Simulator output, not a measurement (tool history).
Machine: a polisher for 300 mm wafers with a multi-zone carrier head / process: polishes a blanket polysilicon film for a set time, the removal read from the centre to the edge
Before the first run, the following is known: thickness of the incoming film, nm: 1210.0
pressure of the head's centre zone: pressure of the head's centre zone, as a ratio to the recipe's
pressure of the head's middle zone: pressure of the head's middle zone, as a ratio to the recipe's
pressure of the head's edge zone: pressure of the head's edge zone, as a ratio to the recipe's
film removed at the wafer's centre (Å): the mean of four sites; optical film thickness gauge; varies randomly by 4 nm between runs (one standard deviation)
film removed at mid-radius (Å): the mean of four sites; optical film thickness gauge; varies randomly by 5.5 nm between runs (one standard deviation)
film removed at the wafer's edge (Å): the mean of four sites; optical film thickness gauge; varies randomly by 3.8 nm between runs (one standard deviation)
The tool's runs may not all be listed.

| run | hour | flow of slurry (ml/min) | pressure of the head's centre zone | pressure of the head's middle zone | pressure of the head's edge zone | polishing time (s) | film removed at the wafer's centre (Å) | film removed at mid-radius (Å) | film removed at the wafer's edge (Å) |
|---|---|---|---|---|---|---|---|---|---|
| 1 | 0 | 245 | 1 | 1 | 1 | 37 | 5122.5 | 5170.8 | 5093.4 |
| 2 | 1 | 295 | 1 | 1 | 1 | 37 | 5248.7 | 5284.8 | 5168.5 |
| 3 | 5 | 295 | 1.08 | 1 | 1 | 37 | 5531.1 | 5079.6 | 5200.9 |
| 4 | 9.9 | 285 | 1.02 | 0.97 | 1.04 | 35 | 5072.5 | 4918 | 4956.3 |
| 5 | 18.8 | 285 | 1.09 | 0.97 | 1.04 | 35 | 5373.7 | 4739.4 | 4983.2 |
| 6 | 22.9 | 285 | 1.09 | 0.97 | 1.04 | 39 | 5970.9 | 5313.8 | 5493.7 |

For run 7, what comes out?
| 7 | 30.8 | 225 | 0.99 | 0.89 | 1 | 29 | ? | ? | ? |

Run 7 measured film removed at the wafer's centre (Å) 3917.6, film removed at mid-radius (Å) 3624.1, film removed at the wafer's edge (Å) 4005.1.

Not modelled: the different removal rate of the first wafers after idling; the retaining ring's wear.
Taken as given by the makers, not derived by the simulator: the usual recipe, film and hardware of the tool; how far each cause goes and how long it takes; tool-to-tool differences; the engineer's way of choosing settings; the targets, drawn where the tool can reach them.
